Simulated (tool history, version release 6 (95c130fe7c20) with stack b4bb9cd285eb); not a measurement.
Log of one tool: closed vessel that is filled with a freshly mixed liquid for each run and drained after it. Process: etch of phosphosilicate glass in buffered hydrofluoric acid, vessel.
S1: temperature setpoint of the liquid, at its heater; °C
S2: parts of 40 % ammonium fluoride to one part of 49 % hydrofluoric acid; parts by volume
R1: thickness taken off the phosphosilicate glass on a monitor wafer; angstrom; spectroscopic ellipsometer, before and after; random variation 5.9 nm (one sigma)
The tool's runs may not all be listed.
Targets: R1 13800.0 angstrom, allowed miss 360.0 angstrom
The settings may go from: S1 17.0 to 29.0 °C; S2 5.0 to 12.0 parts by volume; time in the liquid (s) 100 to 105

{"run": 1, "day": 0.0, "S1": 21.0, "S2": 7.0, "time in the liquid (s)": 100, "R1": 9551.8}
{"run": 2, "day": 0.025, "S1": 22.5, "S2": 7.0, "time in the liquid (s)": 100, "R1": 10379.0}
{"run": 3, "day": 0.288, "S1": 25.5, "S2": 7.0, "time in the liquid (s)": 100, "R1": 12075.0}
{"run": 4, "day": 0.529, "S1": 25.5, "S2": 7.0, "time in the liquid (s)": 105, "R1": 12921.0}
{"run": 5, "day": 0.658, "S1": 25.5, "S2": 8.0, "time in the liquid (s)": 105, "R1": 11075.0}
{"run": 6, "day": 0.875, "S1": 26.5, "S2": 8.0, "time in the liquid (s)": 105, "R1": 11683.0}
{"run": 7, "day": 1.179, "S1": 27.0, "S2": 8.0, "time in the liquid (s)": 105, "R1": 11972.0}
{"run": 8, "day": 1.367, "S1": 27.5, "S2": 8.0, "time in the liquid (s)": 105, "R1": 12333.0}
{"run": 9, "day": 1.492, "S1": 28.0, "S2": 8.0, "time in the liquid (s)": 105, "R1": 12663.0}
{"run": 10, "day": 1.633, "S1": 28.5, "S2": 8.0, "time in the liquid (s)": 105, "R1": 12962.0}
{"run": 11, "day": 1.721, "S1": 29.0, "S2": 8.0, "time in the liquid (s)": 105, "R1": 13378.0}
{"run": 12, "day": 2.071, "S1": 29.0, "S2": 7.5, "time in the liquid (s)": 105, "R1": 14345.0}

4 next moves are on the table. One of them brings every result within its allowed miss. Which?
{"run": "A", "day": 2.421, "S1": 29.0, "S2": 7.5, "time in the liquid (s)": 100, "R1": "?"}
{"run": "B", "day": 2.421, "S1": 27.5, "S2": 6.0, "time in the liquid (s)": 100, "R1": "?"}
{"run": "C", "day": 2.421, "S1": 27.0, "S2": 6.5, "time in the liquid (s)": 105, "R1": "?"}
{"run": "D", "day": 2.421, "S1": 28.0, "S2": 7.0, "time in the liquid (s)": 105, "R1": "?"}

move=A R1=13710.0
move=B R1=15589.0
move=C R1=14872.0
move=D R1=14709.0
A: meets every target
B: further off than the last run
C: further off than the last run
D: further off than the last run
Move A is the one to make.
